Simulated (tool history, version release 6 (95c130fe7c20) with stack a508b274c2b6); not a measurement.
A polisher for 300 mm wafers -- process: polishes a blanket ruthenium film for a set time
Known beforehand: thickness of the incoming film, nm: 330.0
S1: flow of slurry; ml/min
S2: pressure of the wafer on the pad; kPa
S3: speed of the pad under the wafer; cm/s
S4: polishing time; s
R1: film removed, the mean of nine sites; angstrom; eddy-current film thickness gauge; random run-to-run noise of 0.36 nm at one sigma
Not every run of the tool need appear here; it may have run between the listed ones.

{"run": 1, "hour": 0.0, "S1": 175, "S2": 13.1, "S3": 90, "S4": 26, "R1": 219.08}
{"run": 2, "hour": 8.0, "S1": 175, "S2": 13.1, "S3": 90, "S4": 23, "R1": 192.09}
{"run": 3, "hour": 8.5, "S1": 175, "S2": 13.1, "S3": 78, "S4": 23, "R1": 176.07}
{"run": 4, "hour": 13.9, "S1": 175, "S2": 14.5, "S3": 78, "S4": 23, "R1": 184.74}
{"run": 5, "hour": 19.5, "S1": 175, "S2": 12.4, "S3": 78, "S4": 23, "R1": 163.92}
{"run": 6, "hour": 25.2, "S1": 175, "S2": 12.4, "S3": 60, "S4": 23, "R1": 133.23}
{"run": 7, "hour": 33.2, "S1": 175, "S2": 13.8, "S3": 62, "S4": 23, "R1": 148.46}
{"run": 8, "hour": 40.6, "S1": 175, "S2": 15.2, "S3": 64, "S4": 23, "R1": 165.86}

Run 9 has not been measured yet. What should we expect?
{"run": 9, "hour": 41.4, "S1": 175, "S2": 16.5, "S3": 66, "S4": 23, "R1": "?"}

For run 9 the tool returned R1 180.87 angstrom.
